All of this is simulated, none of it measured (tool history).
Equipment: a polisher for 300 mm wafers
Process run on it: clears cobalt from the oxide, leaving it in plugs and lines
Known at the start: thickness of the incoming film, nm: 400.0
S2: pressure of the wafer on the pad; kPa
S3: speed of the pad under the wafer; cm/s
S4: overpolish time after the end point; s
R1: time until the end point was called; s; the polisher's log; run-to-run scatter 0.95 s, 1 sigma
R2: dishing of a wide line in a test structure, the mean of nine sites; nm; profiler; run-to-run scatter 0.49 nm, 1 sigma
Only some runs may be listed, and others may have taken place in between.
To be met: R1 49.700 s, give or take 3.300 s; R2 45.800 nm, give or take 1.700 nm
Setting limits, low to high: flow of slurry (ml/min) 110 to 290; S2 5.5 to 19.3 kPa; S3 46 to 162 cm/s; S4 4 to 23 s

run 1 hour=0.0 | flow_of_slurry_(ml/min)=185 S2=12.4 S3=104 S4=12 | R1=81.579 R2=38.241
run 2 hour=4.1 | flow_of_slurry_(ml/min)=185 S2=12.4 S3=104 S4=7 | R1=83.407 R2=26.535
run 3 hour=4.9 | flow_of_slurry_(ml/min)=185 S2=13.8 S3=108 S4=8 | R1=74.880 R2=32.021
run 4 hour=7.5 | flow_of_slurry_(ml/min)=190 S2=15.2 S3=112 S4=8 | R1=64.604 R2=34.659
run 5 hour=16.3 | flow_of_slurry_(ml/min)=190 S2=16.5 S3=114 S4=8 | R1=58.118 R2=37.382
run 6 hour=18.9 | flow_of_slurry_(ml/min)=190 S2=17.2 S3=114 S4=8 | R1=56.562 R2=38.266
run 7 hour=25.5 | flow_of_slurry_(ml/min)=190 S2=17.9 S3=114 S4=8 | R1=53.858 R2=39.356
run 8 hour=29.7 | flow_of_slurry_(ml/min)=190 S2=17.9 S3=114 S4=9 | R1=54.200 R2=42.079
run 9 hour=34.5 | flow_of_slurry_(ml/min)=190 S2=18.6 S3=114 S4=9 | R1=52.302 R2=42.714
run 10 hour=35.2 | flow_of_slurry_(ml/min)=190 S2=19.3 S3=114 S4=9 | R1=51.226 R2=42.379

4 next moves are on the table. One of them brings every result within its allowed miss. Which?
run A hour=35.9 | flow_of_slurry_(ml/min)=155 S2=18.6 S3=108 S4=14 | R1=? R2=?
run B hour=35.9 | flow_of_slurry_(ml/min)=220 S2=19.3 S3=102 S4=14 | R1=? R2=?
run C hour=35.9 | flow_of_slurry_(ml/min)=190 S2=17.2 S3=106 S4=14 | R1=? R2=?
run D hour=35.9 | flow_of_slurry_(ml/min)=180 S2=19.3 S3=116 S4=10 | R1=? R2=?

move=A R1=58.539 R2=49.887
move=B R1=56.959 R2=50.429
move=C R1=61.912 R2=48.794
move=D R1=51.628 R2=45.469
A: the result that was furthest off in the last run now lies on the other side of its target
B: the result that was furthest off in the last run now lies on the other side of its target
C: the result that was furthest off in the last run now lies on the other side of its target
D: meets every target
Answer: D

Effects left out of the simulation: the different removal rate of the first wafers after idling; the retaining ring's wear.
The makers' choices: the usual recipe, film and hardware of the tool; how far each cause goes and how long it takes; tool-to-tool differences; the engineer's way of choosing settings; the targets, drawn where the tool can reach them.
